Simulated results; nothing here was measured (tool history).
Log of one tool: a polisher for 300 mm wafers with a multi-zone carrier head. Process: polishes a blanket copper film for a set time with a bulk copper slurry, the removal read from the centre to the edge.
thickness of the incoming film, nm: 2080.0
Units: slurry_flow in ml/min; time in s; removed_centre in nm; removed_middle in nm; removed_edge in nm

run	hour	slurry_flow	centre_zone	middle_zone	edge_zone	slurry_solids	time	removed_centre	removed_middle	removed_edge
1	0	255	1	1	1	1	75	602.91	621.01	617.54
2	1.6	255	1	1	1	1	64	517.18	515.78	528.65
3	2.4	255	1	1	1	1	58	466.36	474.06	475.79
4	3.7	250	0.99	0.99	0.99	0.95	58	456.23	460.56	471.86
5	6	250	0.99	0.99	0.99	1.15	58	469.51	474.37	480.11
6	13.5	245	0.98	0.98	0.97	1.1	58	464.12	477.12	476.85
7	18.7	245	0.98	0.97	0.96	1.05	57	453.39	456.22	465.69
8	19.6	245	0.98	0.97	0.95	1	57	444.56	446.59	467.17
9	25.9	245	0.97	0.97	0.85	0.75	48	360.68	369.22	350.33
10	32.3	250	0.97	0.97	0.86	0.75	48	357.85	368.91	350.66
11	36.1	250	0.97	0.97	0.88	0.75	48	358.68	366.51	362.27
12	38.5	255	0.97	0.97	0.89	0.75	48	365.81	366.9	367.77
13	44.7	260	0.97	0.97	0.9	0.75	48	359.79	370.08	356.22

Run 14 comes next. What will it give?
14	52.1	255	0.97	0.97	0.91	0.75	48	?	?	?

removed_centre: 359.29 nm
removed_middle: 368.32 nm
removed_edge: 364.47 nm
